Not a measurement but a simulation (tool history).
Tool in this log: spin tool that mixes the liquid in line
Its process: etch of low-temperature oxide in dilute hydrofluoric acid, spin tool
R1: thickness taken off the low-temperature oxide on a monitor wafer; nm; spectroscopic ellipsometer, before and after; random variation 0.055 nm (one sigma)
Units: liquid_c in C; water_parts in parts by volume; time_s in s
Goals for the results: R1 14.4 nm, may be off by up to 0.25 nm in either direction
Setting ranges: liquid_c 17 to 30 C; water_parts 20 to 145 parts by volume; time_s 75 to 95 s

{"run": 1, "hour": 0.0, "liquid_c": 22, "water_parts": 80, "time_s": 95, "R1": 11.342}
{"run": 2, "hour": 4.6, "liquid_c": 22, "water_parts": 55, "time_s": 95, "R1": 16.967}
{"run": 3, "hour": 5.5, "liquid_c": 22, "water_parts": 70, "time_s": 95, "R1": 13.13}
{"run": 4, "hour": 10.5, "liquid_c": 22, "water_parts": 70, "time_s": 95, "R1": 13.18}
{"run": 5, "hour": 16.6, "liquid_c": 25.5, "water_parts": 70, "time_s": 95, "R1": 15.135}
{"run": 6, "hour": 22.2, "liquid_c": 25.5, "water_parts": 70, "time_s": 75, "R1": 11.956}
{"run": 7, "hour": 30.8, "liquid_c": 26, "water_parts": 70, "time_s": 75, "R1": 12.155}
{"run": 8, "hour": 35.5, "liquid_c": 26.5, "water_parts": 70, "time_s": 75, "R1": 12.523}
{"run": 9, "hour": 43.4, "liquid_c": 27, "water_parts": 70, "time_s": 75, "R1": 12.71}
{"run": 10, "hour": 48.7, "liquid_c": 27.5, "water_parts": 70, "time_s": 75, "R1": 12.949}
{"run": 11, "hour": 52.6, "liquid_c": 29, "water_parts": 70, "time_s": 75, "R1": 13.671}
{"run": 12, "hour": 57.8, "liquid_c": 29.5, "water_parts": 70, "time_s": 75, "R1": 13.963}

Which single option among these 4 for the next run brings every result within its allowed miss of target? Just one does.
{"run": "A", "hour": 63.0, "liquid_c": 29.5, "water_parts": 80, "time_s": 90, "R1": "?"}
{"run": "B", "hour": 63.0, "liquid_c": 29.5, "water_parts": 80, "time_s": 85, "R1": "?"}
{"run": "C", "hour": 63.0, "liquid_c": 29, "water_parts": 80, "time_s": 85, "R1": "?"}
{"run": "D", "hour": 63.0, "liquid_c": 29.5, "water_parts": 75, "time_s": 80, "R1": "?"}

move=A R1=14.482
move=B R1=13.677
move=C R1=13.417
move=D R1=13.831
A: every result lands within tolerance
B: its largest miss is bigger than the last run's
C: its largest miss is bigger than the last run's
D: its largest miss is bigger than the last run's
So the answer is move A, the one that meets all the targets.

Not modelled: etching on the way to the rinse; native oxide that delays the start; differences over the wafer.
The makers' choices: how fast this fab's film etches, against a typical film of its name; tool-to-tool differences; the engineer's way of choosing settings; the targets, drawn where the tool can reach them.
